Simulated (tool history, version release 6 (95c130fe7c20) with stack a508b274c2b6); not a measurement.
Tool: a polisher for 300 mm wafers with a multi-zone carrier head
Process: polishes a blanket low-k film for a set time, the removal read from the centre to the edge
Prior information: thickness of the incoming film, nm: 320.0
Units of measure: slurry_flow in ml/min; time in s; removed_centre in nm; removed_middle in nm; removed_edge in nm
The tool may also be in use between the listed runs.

run  hour  slurry_flow  centre_zone  middle_zone  edge_zone  slurry_solids  time  removed_centre  removed_middle  removed_edge
  1     0          260            1            1          1              1    89          46.954          46.462        46.992
  2   4.3          260            1            1          1           0.85    89          41.944          43.509        42.919
  3  10.2          265         1.01         1.01       1.01            0.9    89          44.902          44.228        44.287
  4  15.7          265         1.01         1.02       1.01           0.95    89          45.656          45.642        45.803
  5  16.4          265         1.02         1.03       1.01              1    89          48.007          47.577        47.301
  6  22.8          265         1.03         1.04       1.02              1    89          47.745          48.753        47.402
  7  30.4          270         1.04         1.05       1.03              1    89          48.906          49.668        48.077
  8    39          275         1.05         1.06       1.04              1    89          48.286          48.867        47.857
  9  39.8          275         1.06         1.07       1.04              1    89          50.269          50.147        48.204
 10    41          275         1.07         1.08       1.05              1    89          49.655          50.591        48.101

Estimate the outcome of run 11 from the log above:
 11  49.6          275         1.08         1.08       1.06              1    89               ?               ?             ?

For run 11 the tool returned removed_centre 49.54 nm, removed_middle 49.057 nm, removed_edge 48.483 nm.
